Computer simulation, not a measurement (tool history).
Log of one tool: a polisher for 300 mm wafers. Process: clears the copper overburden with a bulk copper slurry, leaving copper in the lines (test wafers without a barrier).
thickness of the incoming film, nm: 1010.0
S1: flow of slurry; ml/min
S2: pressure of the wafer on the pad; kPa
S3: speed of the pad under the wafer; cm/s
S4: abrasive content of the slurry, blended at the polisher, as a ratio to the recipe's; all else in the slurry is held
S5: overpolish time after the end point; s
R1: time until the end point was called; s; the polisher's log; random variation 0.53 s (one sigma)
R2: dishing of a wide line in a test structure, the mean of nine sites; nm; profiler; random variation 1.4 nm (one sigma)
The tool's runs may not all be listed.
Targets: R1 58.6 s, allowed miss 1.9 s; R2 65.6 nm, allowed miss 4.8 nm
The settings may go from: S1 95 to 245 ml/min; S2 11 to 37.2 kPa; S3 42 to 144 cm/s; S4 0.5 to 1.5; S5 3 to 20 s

run    day   S1    S2  S3   S4  S5      R1      R2
  1      0  155  24.1  92    1  10  101.47  46.519
  2  0.125  155  24.1  92    1  13  103.27  51.018
  3  0.467  155  22.1  92    1  13  113.25  50.386
  4  0.558  155  22.1  92  0.8  13   116.9  49.482
  5  0.679  160  24.8  92  0.8  13  106.17  51.105
  6  0.854  160  24.8  92  0.9  13  100.62  53.139
  7  1.029  170  26.9  92  0.9  13  93.423  56.347
  8  1.358  170    29  92  0.9  13  88.419  56.262
  9  1.471  170    29  92  0.9  13  86.463  57.044
 10  1.583  195  35.9  94  0.9  11  68.444  59.488

Which of these 4 next moves meets every target?
  A  1.696  185  36.5  102   0.9  14   ?   ?
  B  1.696  185  35.9  102   0.9  14   ?   ?
  C  1.696  200  36.5  114   0.8  13   ?   ?
  D  1.696  180  37.2  104  0.75  14   ?   ?

move      R1      R2
   A  63.651  62.701
   B   64.85  62.367
   C  59.512  62.618
   D  64.497  62.644
A: nearer than the last run, and not there yet
B: nearer than the last run, and not there yet
C: meets every target
D: nearer than the last run, and not there yet
Answer: C
